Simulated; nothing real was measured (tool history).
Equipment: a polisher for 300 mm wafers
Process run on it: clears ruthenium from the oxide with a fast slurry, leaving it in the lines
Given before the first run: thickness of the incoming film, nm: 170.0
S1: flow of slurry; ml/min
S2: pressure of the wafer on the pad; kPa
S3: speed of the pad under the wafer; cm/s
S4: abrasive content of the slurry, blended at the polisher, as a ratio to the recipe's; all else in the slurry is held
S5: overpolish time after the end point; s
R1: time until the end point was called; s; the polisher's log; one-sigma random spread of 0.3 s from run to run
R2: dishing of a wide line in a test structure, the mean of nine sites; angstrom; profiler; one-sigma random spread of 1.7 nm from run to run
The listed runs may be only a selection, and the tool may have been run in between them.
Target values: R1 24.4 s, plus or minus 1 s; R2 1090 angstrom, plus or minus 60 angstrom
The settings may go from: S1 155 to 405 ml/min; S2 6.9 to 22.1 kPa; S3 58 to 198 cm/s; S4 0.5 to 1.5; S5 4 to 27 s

run,hour,S1,S2,S3,S4,S5,R1,R2
1,0,260,14.5,128,1,14,35.831,520.2
2,0.6,260,14.5,128,1,10,37.903,403.6
3,7.9,260,14.5,128,1,7,36.062,273.44
4,9.4,260,14.5,104,1,7,46.213,236.26
5,12.6,260,15.2,110,1,8,41.596,293.22
6,17.5,260,15.2,110,1,13,40.265,453.57
7,24.2,260,15.9,112,1,14,38.575,508.89
8,32.4,260,15.9,112,1,14,39.497,507.96
9,36.6,260,16.5,116,1,14,36.809,531.44
10,41.2,260,17.2,120,1,15,33.867,615.67
11,43.4,260,17.9,122,1,15,32.101,629.32
12,51.7,260,17.9,124,1,16,31.478,676.53
13,55.5,260,17.9,124,1,16,31.995,682.6
14,60.1,260,17.9,124,1,16,30.764,648.36
15,67.7,260,17.9,124,1,17,31.67,707.59
16,73,260,18.6,126,1,17,30.665,749.75
17,74,260,19.3,128,1,17,28.508,769.58
18,79.4,260,21.4,132,1,22,25.108,1013.1

Which of these 5 next moves meets every target?
A,84.8,195,22.1,142,0.95,23,?,?
B,84.8,325,22.1,138,0.9,19,?,?
C,84.8,245,20.7,132,1,27,?,?
D,84.8,270,20.7,136,1,20,?,?
E,84.8,210,17.2,160,1.4,18,?,?

move,R1,R2
A,24.527,1122.2
B,24.783,970.09
C,26.558,1186.2
D,25.574,984.58
E,22.587,998.38
A: all results land within tolerance of their targets
B: lands further from the targets than the last run did
C: moves the result that the last run missed by most past its target, out the other side
D: lands further from the targets than the last run did
E: lands further from the targets than the last run did
Go with A: it meets all targets.
